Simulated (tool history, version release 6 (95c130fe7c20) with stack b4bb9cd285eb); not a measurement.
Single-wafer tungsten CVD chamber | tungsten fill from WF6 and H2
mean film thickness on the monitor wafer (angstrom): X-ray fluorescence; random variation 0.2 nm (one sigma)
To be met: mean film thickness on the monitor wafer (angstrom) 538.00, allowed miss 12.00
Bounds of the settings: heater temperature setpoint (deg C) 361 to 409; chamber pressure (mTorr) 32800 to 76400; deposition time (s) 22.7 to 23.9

run	hour	heater temperature setpoint (deg C)	chamber pressure (mTorr)	deposition time (s)	mean film thickness on the monitor wafer (angstrom)
1	0.0	385	54600	23.9	691.83
2	5.8	381	54400	23.9	633.37
3	6.6	391	54400	23.9	788.76
4	12.9	391	54400	23.9	790.24
5	13.9	391	48300	23.9	749.10
6	20.0	391	54900	23.9	790.64
7	24.9	379	53600	23.9	599.26
8	32.3	378	53500	23.9	590.24
9	36.7	377	53400	23.9	568.35
10	44.5	376	53400	23.9	556.97

Which of these 4 next moves meets every target?
A	52.3	374	58300	23.4	?
B	52.3	378	55400	22.7	?
C	52.3	374	58600	23.9	?
D	52.3	377	45500	23.1	?

move	mean film thickness on the monitor wafer (angstrom)
A	540.19
B	562.25
C	553.12
D	508.17
A: meets every target
B: further off than the last run
C: nearer than the last run, and not there yet
D: takes the result that was furthest off past its target
Answer: A

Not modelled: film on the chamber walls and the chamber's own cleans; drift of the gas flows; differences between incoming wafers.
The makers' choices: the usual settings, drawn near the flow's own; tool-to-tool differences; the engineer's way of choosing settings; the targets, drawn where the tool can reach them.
